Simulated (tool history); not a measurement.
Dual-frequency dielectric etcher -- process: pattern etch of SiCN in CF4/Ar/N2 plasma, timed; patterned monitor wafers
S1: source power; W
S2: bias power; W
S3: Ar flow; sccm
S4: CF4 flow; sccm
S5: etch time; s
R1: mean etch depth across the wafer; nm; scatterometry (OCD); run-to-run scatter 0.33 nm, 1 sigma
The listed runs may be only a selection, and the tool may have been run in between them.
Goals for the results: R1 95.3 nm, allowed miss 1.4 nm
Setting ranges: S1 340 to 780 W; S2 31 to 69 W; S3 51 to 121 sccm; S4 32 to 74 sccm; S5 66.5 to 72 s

run  hour   S1  S2  S3  S4    S5      R1
  1     0  560  50  86  53    72  73.372
  2   6.8  560  50  86  53  66.5  67.676
  3     8  620  50  86  53  66.5  74.386
  4  12.8  620  50  86  48  66.5  73.927
  5  13.8  690  50  86  48  66.5  80.948
  6  17.5  710  51  85  48  66.5  83.456
  7  19.8  730  53  84  48  66.5  87.488
  8  25.4  740  54  84  48  66.5  88.786
       30  -- wet clean of the chamber
  9    30  750  55  84  48  66.5  86.255
 10  33.4  760  52  82  48  66.5  85.445

Exercise: of the 5 proposed moves below, exactly one satisfies all targets within the stated allowed misses. Which move is it?
  A  36.8  590  61   67  55  68.5   ?
  B  36.8  660  46  103  54  68.5   ?
  C  36.8  780  53   79  47    69   ?
  D  36.8  760  51   70  48    72   ?
  E  36.8  750  53   89  47  70.5   ?

move      R1
   A  79.612
   B  71.969
   C  92.264
   D  95.567
   E  88.686
A: the biggest miss grows against the last run
B: the biggest miss grows against the last run
C: closer than the last run, but not yet in spec
D: all results in spec
E: closer than the last run, but not yet in spec
Correct choice: D, which meets every target
